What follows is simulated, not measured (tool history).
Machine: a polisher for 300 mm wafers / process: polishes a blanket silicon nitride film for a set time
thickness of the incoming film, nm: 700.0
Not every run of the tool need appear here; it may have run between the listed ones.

| run | hour | flow of slurry (ml/min) | pressure of the wafer on the pad (kPa) | speed of the pad under the wafer (cm/s) | polishing time (s) | film removed (nm) |
|---|---|---|---|---|---|---|
| 1 | 0.0 | 305 | 24.8 | 118 | 100 | 173.82 |
| 2 | 8.2 | 305 | 24.8 | 118 | 100 | 173.28 |
| 3 | 16.3 | 305 | 24.8 | 118 | 100 | 174.59 |
| 4 | 18.8 | 310 | 26.9 | 118 | 100 | 189.40 |
| 5 | 22.8 | 365 | 26.9 | 118 | 100 | 192.05 |
| 6 | 28.9 | 370 | 28.3 | 118 | 100 | 202.36 |

What will run 7 give?
| 7 | 36.8 | 370 | 29.0 | 118 | 100 | ? |

Run 7 measured film removed (nm) 204.74.
